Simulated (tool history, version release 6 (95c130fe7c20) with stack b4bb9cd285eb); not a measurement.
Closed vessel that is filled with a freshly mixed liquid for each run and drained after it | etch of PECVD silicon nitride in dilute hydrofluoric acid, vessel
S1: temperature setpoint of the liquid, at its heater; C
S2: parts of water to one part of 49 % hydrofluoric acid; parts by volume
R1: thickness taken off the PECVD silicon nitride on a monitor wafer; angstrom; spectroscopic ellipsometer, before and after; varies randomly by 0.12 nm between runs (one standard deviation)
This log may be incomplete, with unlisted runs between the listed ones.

run 1 hour=0.0 | S1=20.0 S2=45 time_in_the_liquid_(s)=490 | R1=200.52
run 2 hour=2.7 | S1=20.0 S2=45 time_in_the_liquid_(s)=490 | R1=199.81
run 3 hour=4.1 | S1=20.0 S2=45 time_in_the_liquid_(s)=490 | R1=200.01
run 4 hour=11.8 | S1=21.0 S2=45 time_in_the_liquid_(s)=490 | R1=213.96
run 5 hour=16.8 | S1=21.5 S2=45 time_in_the_liquid_(s)=490 | R1=221.57
run 6 hour=24.0 | S1=21.5 S2=35 time_in_the_liquid_(s)=490 | R1=285.86
run 7 hour=24.6 | S1=21.5 S2=35 time_in_the_liquid_(s)=490 | R1=283.46

Predict the results of run 8:
run 8 hour=32.1 | S1=20.0 S2=35 time_in_the_liquid_(s)=490 | R1=?

R1: 256.63 angstrom

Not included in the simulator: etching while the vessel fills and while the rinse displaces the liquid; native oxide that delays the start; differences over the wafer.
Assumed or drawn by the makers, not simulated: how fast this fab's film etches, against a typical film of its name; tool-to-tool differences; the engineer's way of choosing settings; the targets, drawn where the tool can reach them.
